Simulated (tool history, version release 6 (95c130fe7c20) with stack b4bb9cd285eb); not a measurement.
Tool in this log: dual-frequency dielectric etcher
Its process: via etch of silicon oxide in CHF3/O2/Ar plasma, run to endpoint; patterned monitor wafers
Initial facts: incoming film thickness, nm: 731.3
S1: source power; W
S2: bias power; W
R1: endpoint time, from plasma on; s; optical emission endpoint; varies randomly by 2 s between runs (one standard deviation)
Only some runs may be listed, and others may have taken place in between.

run    day   S1   S2      R1
  1      0  460  209  381.35
  2  0.254  400  186  430.14
  3  0.329  350  186   453.8
  4  0.358  400  186  431.43
  5  0.646  360  181  452.98
  6  0.767  430  181  422.71
  7  1.117  390  176  448.35
  8  1.488  290  165  524.68

Estimate the outcome of run 9 from the log above:
  9  1.704  300  166   ?

{"run 9": {"R1": 516.07}}

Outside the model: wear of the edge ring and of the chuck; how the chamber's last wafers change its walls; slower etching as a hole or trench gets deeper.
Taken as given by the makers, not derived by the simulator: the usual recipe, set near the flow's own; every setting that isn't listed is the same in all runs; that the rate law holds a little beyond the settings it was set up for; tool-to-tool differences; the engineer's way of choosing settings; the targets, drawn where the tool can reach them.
